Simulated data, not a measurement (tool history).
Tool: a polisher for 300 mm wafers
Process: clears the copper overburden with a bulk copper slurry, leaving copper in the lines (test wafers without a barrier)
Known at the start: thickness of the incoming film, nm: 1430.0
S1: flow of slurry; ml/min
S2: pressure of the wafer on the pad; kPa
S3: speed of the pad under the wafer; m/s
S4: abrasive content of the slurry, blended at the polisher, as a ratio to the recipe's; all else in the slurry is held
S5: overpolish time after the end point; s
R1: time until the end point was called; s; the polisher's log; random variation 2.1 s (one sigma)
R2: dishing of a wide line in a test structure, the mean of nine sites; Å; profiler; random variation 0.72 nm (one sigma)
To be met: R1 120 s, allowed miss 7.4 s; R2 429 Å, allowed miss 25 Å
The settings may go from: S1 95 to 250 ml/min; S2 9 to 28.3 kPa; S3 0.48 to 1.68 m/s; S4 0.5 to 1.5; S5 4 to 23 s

| run | day | S1 | S2 | S3 | S4 | S5 | R1 | R2 |
|---|---|---|---|---|---|---|---|---|
| 1 | 0 | 160 | 18.6 | 1.08 | 1 | 12 | 153.86 | 701.8 |
| 2 | 0.021 | 165 | 17.2 | 1.2 | 1 | 9 | 160.46 | 545.23 |
| 3 | 0.271 | 165 | 17.2 | 1.06 | 1 | 9 | 169.23 | 514.1 |
| 4 | 0.579 | 195 | 17.9 | 1.08 | 1.15 | 7 | 156.32 | 450.59 |
| 5 | 0.621 | 195 | 17.9 | 1.08 | 1 | 7 | 152.49 | 440.24 |
| 6 | 0.825 | 210 | 18.6 | 1.08 | 0.95 | 7 | 153.38 | 446.45 |
| 7 | 0.892 | 215 | 20 | 1.08 | 0.95 | 6 | 143.92 | 434.28 |
| 8 | 0.975 | 235 | 23.4 | 1.1 | 0.95 | 4 | 121.44 | 345.87 |
|  | 1.117 | worn pad replaced by a new one |
| 9 | 1.117 | 230 | 22.8 | 1.14 | 0.95 | 5 | 109.85 | 462.33 |
| 10 | 1.267 | 225 | 22.8 | 1.14 | 0.95 | 5 | 110.36 | 459.56 |

Which of these 5 next moves meets every target?
| A | 1.417 | 170 | 24.8 | 1.12 | 0.95 | 4 | ? | ? |
| B | 1.417 | 175 | 25.5 | 1.12 | 0.85 | 4 | ? | ? |
| C | 1.417 | 225 | 24.8 | 1.16 | 1.05 | 5 | ? | ? |
| D | 1.417 | 230 | 23.4 | 1.22 | 0.95 | 4 | ? | ? |
| E | 1.417 | 235 | 22.1 | 1.02 | 0.95 | 5 | ? | ? |

| move | R1 | R2 |
|---|---|---|
| A | 107.34 | 389.07 |
| B | 107.11 | 390.29 |
| C | 99.447 | 504.47 |
| D | 104.26 | 398.12 |
| E | 123.06 | 417.27 |
A: further off than the last run
B: further off than the last run
C: further off than the last run
D: further off than the last run
E: meets every target
The right move is E.
